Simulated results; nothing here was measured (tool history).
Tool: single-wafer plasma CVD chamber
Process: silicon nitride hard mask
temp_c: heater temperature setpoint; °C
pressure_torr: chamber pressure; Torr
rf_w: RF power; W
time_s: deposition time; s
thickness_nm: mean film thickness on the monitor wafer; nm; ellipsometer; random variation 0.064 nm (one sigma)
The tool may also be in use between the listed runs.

Run 1, hour 0: temp_c 375 °C, pressure_torr 1.8 Torr, rf_w 280 W, time_s 22.2 s. Result: thickness_nm 24.593 nm.
Run 2, hour 3.5: temp_c 375 °C, pressure_torr 1.63 Torr, rf_w 275 W, time_s 22.2 s. Result: thickness_nm 23.248 nm.
Run 3, hour 5.7: temp_c 375 °C, pressure_torr 1.63 Torr, rf_w 245 W, time_s 22.2 s. Result: thickness_nm 20.941 nm.
Run 4, hour 6.3: temp_c 375 °C, pressure_torr 1.42 Torr, rf_w 245 W, time_s 22.2 s. Result: thickness_nm 19.528 nm.
Run 5, hour 9.2: temp_c 375 °C, pressure_torr 1.52 Torr, rf_w 245 W, time_s 22.2 s. Result: thickness_nm 20.16 nm.
Run 6, hour 12.2: temp_c 375 °C, pressure_torr 1.59 Torr, rf_w 245 W, time_s 22.2 s. Result: thickness_nm 20.612 nm.
Run 7, hour 18.8: temp_c 375 °C, pressure_torr 1.81 Torr, rf_w 250 W, time_s 22.2 s. Result: thickness_nm 22.23 nm.

Forecast run 8:
Run 8, hour 19.8: temp_c 375 °C, pressure_torr 1.78 Torr, rf_w 250 W, time_s 22.2 s. Result: thickness_nm ?.

thickness_nm: 22.137 nm
